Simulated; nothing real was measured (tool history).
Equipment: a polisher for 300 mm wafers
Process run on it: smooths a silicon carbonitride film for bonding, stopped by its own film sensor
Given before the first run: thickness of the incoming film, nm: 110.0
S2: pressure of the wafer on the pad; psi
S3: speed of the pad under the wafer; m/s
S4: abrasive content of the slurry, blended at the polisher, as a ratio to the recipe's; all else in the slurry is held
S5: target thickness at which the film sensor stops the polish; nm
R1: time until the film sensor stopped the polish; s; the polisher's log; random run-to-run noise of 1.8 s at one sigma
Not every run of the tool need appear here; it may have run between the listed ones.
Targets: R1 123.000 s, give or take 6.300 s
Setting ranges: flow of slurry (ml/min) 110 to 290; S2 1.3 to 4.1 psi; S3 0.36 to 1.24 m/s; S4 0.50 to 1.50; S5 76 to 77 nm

{"run": 1, "hour": 0.0, "flow of slurry (ml/min)": 185, "S2": 2.7, "S3": 0.8, "S4": 1.0, "S5": 77, "R1": 110.58}
{"run": 2, "hour": 3.4, "flow of slurry (ml/min)": 145, "S2": 2.7, "S3": 0.8, "S4": 1.0, "S5": 77, "R1": 114.81}
{"run": 3, "hour": 10.2, "flow of slurry (ml/min)": 190, "S2": 2.7, "S3": 0.8, "S4": 1.0, "S5": 77, "R1": 109.82}
{"run": 4, "hour": 18.7, "flow of slurry (ml/min)": 190, "S2": 2.6, "S3": 0.8, "S4": 1.0, "S5": 77, "R1": 113.25}
{"run": 5, "hour": 24.7, "flow of slurry (ml/min)": 190, "S2": 3.2, "S3": 0.8, "S4": 1.0, "S5": 77, "R1": 93.697}
{"run": 6, "hour": 30.0, "flow of slurry (ml/min)": 190, "S2": 3.5, "S3": 0.8, "S4": 1.0, "S5": 77, "R1": 83.896}
{"run": 7, "hour": 32.7, "flow of slurry (ml/min)": 190, "S2": 2.8, "S3": 0.76, "S4": 1.0, "S5": 77, "R1": 110.89}
{"run": 8, "hour": 37.6, "flow of slurry (ml/min)": 190, "S2": 2.7, "S3": 0.76, "S4": 1.0, "S5": 77, "R1": 115.16}
{"hour": 38.4, "done": "slurry blender recalibrated"}
{"run": 9, "hour": 38.4, "flow of slurry (ml/min)": 190, "S2": 2.6, "S3": 0.76, "S4": 1.0, "S5": 77, "R1": 105.69}
{"run": 10, "hour": 40.0, "flow of slurry (ml/min)": 180, "S2": 2.5, "S3": 0.76, "S4": 1.0, "S5": 77, "R1": 109.61}
{"run": 11, "hour": 44.9, "flow of slurry (ml/min)": 180, "S2": 2.4, "S3": 0.76, "S4": 1.0, "S5": 77, "R1": 112.24}
{"run": 12, "hour": 46.2, "flow of slurry (ml/min)": 180, "S2": 2.1, "S3": 0.74, "S4": 1.0, "S5": 77, "R1": 135.24}

Exactly one of the 4 candidate moves below puts every result within its allowed miss. Which one?
{"run": "A", "hour": 47.5, "flow of slurry (ml/min)": 185, "S2": 2.2, "S3": 0.7, "S4": 1.2, "S5": 76, "R1": "?"}
{"run": "B", "hour": 47.5, "flow of slurry (ml/min)": 150, "S2": 2.0, "S3": 0.78, "S4": 0.95, "S5": 77, "R1": "?"}
{"run": "C", "hour": 47.5, "flow of slurry (ml/min)": 155, "S2": 2.4, "S3": 0.7, "S4": 0.9, "S5": 76, "R1": "?"}
{"run": "D", "hour": 47.5, "flow of slurry (ml/min)": 170, "S2": 2.5, "S3": 0.66, "S4": 1.25, "S5": 77, "R1": "?"}

move=A R1=124.730
move=B R1=143.140
move=C R1=138.570
move=D R1=111.550
A: each result inside its tolerance
B: the biggest miss grows against the last run
C: the biggest miss grows against the last run
D: moves the result that the last run missed by most past its target, out the other side
Go with A: it meets all targets.
